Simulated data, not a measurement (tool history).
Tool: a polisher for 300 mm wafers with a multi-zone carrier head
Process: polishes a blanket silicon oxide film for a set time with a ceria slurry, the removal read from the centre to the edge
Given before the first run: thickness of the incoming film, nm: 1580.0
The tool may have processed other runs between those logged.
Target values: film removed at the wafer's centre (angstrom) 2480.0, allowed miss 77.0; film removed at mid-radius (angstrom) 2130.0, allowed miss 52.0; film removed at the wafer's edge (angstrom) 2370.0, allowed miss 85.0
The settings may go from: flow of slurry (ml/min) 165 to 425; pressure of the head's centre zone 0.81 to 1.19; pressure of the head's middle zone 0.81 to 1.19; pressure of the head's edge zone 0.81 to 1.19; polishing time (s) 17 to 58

run  hour  flow of slurry (ml/min)  pressure of the head's centre zone  pressure of the head's middle zone  pressure of the head's edge zone  polishing time (s)  film removed at the wafer's centre (angstrom)  film removed at mid-radius (angstrom)  film removed at the wafer's edge (angstrom)
  1   0.0                      275                                1.00                                1.00                              1.00                  37                                         1658.2                                 1691.5                                       1611.0
  2   1.2                      275                                1.00                                1.00                              1.06                  37                                         1646.0                                 1714.3                                       1656.8
  3   8.1                      275                                1.08                                1.00                              1.06                  37                                         1816.2                                 1694.3                                       1635.7
  4   9.1                      275                                1.17                                1.00                              1.06                  37                                         1936.1                                 1711.9                                       1678.0
  5   9.7                      275                                1.15                                0.98                              1.10                  40                                         2093.2                                 1814.7                                       1795.3
  6  18.7                      340                                1.15                                0.98                              1.10                  40                                         2091.8                                 1846.4                                       1807.9
  7  21.4                      340                                1.15                                0.98                              1.10                  40                                         2097.1                                 1811.9                                       1814.9
  8  28.8                      345                                1.11                                0.95                              1.13                  43                                         2175.0                                 1910.0                                       1979.9
  9  35.6                      345                                1.10                                0.94                              1.14                  45                                         2266.5                                 1980.0                                       2094.4
 10  43.0                      345                                1.09                                0.93                              1.15                  46                                         2290.8                                 2041.4                                       2105.5
     50.1  -- edge zone pressure recalibrated
 11  50.1                      360                                1.08                                0.90                              1.16                  47                                         2322.3                                 2015.8                                       2378.6

Consider the 4 candidate settings below. Which is the only one whose results all fall within their allowed miss of target?
  A  57.2                      375                                1.13                                0.87                              1.14                  48                                              ?                                      ?                                            ?
  B  57.2                      290                                1.11                                0.92                              1.16                  49                                              ?                                      ?                                            ?
  C  57.2                      395                                1.18                                0.92                              1.14                  45                                              ?                                      ?                                            ?
  D  57.2                      390                                1.01                                0.91                              1.15                  44                                              ?                                      ?                                            ?

move  film removed at the wafer's centre (angstrom)  film removed at mid-radius (angstrom)  film removed at the wafer's edge (angstrom)
   A                                         2499.0                                 2004.6                                       2365.7
   B                                         2463.7                                 2110.4                                       2403.7
   C                                         2456.1                                 1973.8                                       2221.5
   D                                         2051.5                                 1912.8                                       2179.8
A: its largest miss is bigger than the last run's
B: every result lands within tolerance
C: its largest miss is bigger than the last run's
D: its largest miss is bigger than the last run's
The right move is B.
